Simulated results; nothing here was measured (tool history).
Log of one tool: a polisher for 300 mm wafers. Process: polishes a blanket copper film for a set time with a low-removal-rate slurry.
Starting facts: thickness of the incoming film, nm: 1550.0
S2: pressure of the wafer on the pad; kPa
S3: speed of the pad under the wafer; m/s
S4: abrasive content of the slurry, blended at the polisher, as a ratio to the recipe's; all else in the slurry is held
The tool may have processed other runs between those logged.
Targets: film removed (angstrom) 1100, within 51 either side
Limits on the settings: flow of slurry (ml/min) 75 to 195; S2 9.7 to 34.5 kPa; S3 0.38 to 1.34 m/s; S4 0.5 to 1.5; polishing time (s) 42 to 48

{"run": 1, "hour": 0.0, "flow of slurry (ml/min)": 125, "S2": 22.1, "S3": 0.86, "S4": 1, "polishing time (s)": 48, "film removed (angstrom)": 1555.5}
{"run": 2, "hour": 7.5, "flow of slurry (ml/min)": 125, "S2": 20.7, "S3": 0.86, "S4": 1, "polishing time (s)": 48, "film removed (angstrom)": 1416.3}
{"run": 3, "hour": 11.3, "flow of slurry (ml/min)": 125, "S2": 20, "S3": 0.86, "S4": 1, "polishing time (s)": 48, "film removed (angstrom)": 1406.8}
{"run": 4, "hour": 18.8, "flow of slurry (ml/min)": 125, "S2": 18.6, "S3": 0.86, "S4": 1, "polishing time (s)": 48, "film removed (angstrom)": 1340.5}
{"run": 5, "hour": 26.8, "flow of slurry (ml/min)": 105, "S2": 18.6, "S3": 0.86, "S4": 1, "polishing time (s)": 48, "film removed (angstrom)": 1275.8}
{"run": 6, "hour": 34.1, "flow of slurry (ml/min)": 105, "S2": 18.6, "S3": 0.96, "S4": 1, "polishing time (s)": 48, "film removed (angstrom)": 1454.1}
{"run": 7, "hour": 39.5, "flow of slurry (ml/min)": 105, "S2": 17.2, "S3": 0.96, "S4": 1, "polishing time (s)": 48, "film removed (angstrom)": 1333.6}
{"run": 8, "hour": 41.7, "flow of slurry (ml/min)": 105, "S2": 16.5, "S3": 0.96, "S4": 1, "polishing time (s)": 48, "film removed (angstrom)": 1308.7}
{"run": 9, "hour": 44.9, "flow of slurry (ml/min)": 105, "S2": 16.5, "S3": 0.96, "S4": 1, "polishing time (s)": 48, "film removed (angstrom)": 1305.6}
{"run": 10, "hour": 46.2, "flow of slurry (ml/min)": 105, "S2": 15.9, "S3": 0.96, "S4": 1, "polishing time (s)": 48, "film removed (angstrom)": 1230.2}
{"run": 11, "hour": 48.7, "flow of slurry (ml/min)": 105, "S2": 15.2, "S3": 0.96, "S4": 1, "polishing time (s)": 48, "film removed (angstrom)": 1204.5}
{"run": 12, "hour": 55.1, "flow of slurry (ml/min)": 105, "S2": 14.5, "S3": 0.96, "S4": 1, "polishing time (s)": 48, "film removed (angstrom)": 1163.7}

Consider the 4 candidate settings below. Which is the only one whose results all fall within their allowed miss of target?
{"run": "A", "hour": 61.5, "flow of slurry (ml/min)": 105, "S2": 13.1, "S3": 1.04, "S4": 1.15, "polishing time (s)": 48, "film removed (angstrom)": "?"}
{"run": "B", "hour": 61.5, "flow of slurry (ml/min)": 125, "S2": 13.1, "S3": 1.1, "S4": 1.05, "polishing time (s)": 46, "film removed (angstrom)": "?"}
{"run": "C", "hour": 61.5, "flow of slurry (ml/min)": 115, "S2": 13.1, "S3": 1.06, "S4": 0.9, "polishing time (s)": 45, "film removed (angstrom)": "?"}
{"run": "D", "hour": 61.5, "flow of slurry (ml/min)": 120, "S2": 14.5, "S3": 1.04, "S4": 1, "polishing time (s)": 45, "film removed (angstrom)": "?"}

move=A film_removed_(angstrom)=1181.8
move=B film_removed_(angstrom)=1214.4
move=C film_removed_(angstrom)=1093.3
move=D film_removed_(angstrom)=1197.4
A: its largest miss is bigger than the last run's
B: its largest miss is bigger than the last run's
C: all results land within tolerance of their targets
D: its largest miss is bigger than the last run's
The right move is C.
